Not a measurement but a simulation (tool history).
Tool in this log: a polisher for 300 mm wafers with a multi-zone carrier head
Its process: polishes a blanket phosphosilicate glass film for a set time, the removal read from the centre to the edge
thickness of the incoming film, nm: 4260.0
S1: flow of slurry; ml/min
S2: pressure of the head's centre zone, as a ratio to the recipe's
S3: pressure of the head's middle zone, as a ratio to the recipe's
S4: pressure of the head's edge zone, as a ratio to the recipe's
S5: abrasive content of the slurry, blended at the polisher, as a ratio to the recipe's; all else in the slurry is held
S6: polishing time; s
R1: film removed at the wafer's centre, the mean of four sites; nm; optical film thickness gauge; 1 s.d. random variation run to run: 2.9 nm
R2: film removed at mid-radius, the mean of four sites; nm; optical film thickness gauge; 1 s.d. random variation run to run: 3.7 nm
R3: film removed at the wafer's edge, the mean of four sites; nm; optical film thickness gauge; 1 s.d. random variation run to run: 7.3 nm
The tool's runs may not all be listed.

run	hour	S1	S2	S3	S4	S5	S6	R1	R2	R3
1	0	165	1	1	1	1	41	341.13	336.34	342.86
2	5.2	170	0.99	1.02	1.04	1.1	42	368.15	373.17	361.05
3	10.4	155	0.95	1.01	1.06	1.2	44	386.26	406.19	412.79
4	17.1	155	0.95	1.01	1.14	1.2	44	383.53	397.31	432.68
5	18.5	155	0.95	1.01	1.17	1.2	44	389.13	402.61	423.07
6	27.4	155	0.95	1.01	1.19	1.2	44	388.91	402.07	449.23
7	29	160	0.94	1.02	1.19	1.25	44	392.9	421.36	440.38
8	33.4	150	0.94	1.03	1.19	1.3	45	404.4	436.05	467.08
9	38.8	155	0.93	1.03	1.19	1.35	45	409.52	443.86	486.75
10	39.5	155	0.93	1.03	1.19	1.35	45	406.54	446.52	474.36
11	40.3	160	0.93	1.04	1.19	1.4	46	424.01	463.99	491.83
12	48.1	160	0.93	1.05	1.19	1.4	47	437.16	478.27	492.66
13	49.6	160	0.92	1.05	1.19	1.4	48	441.56	486.52	522.17
14	57.6	165	0.92	1.06	1.19	1.4	48	448.69	490.96	515.51
15	59.4	165	0.91	1.07	1.19	1.4	48	441.65	498.35	521.65
16	64.6	170	0.91	1.08	1.19	1.4	48	440.78	497.63	515.39
17	67.7	175	0.91	1.09	1.19	1.4	48	445.16	502.83	515.7

For run 18, what comes out?
18	75.1	180	0.9	1.1	1.19	1.45	48	?	?	?

Run 18 gave R1 450.89 nm, R2 519.33 nm, R3 530.86 nm.
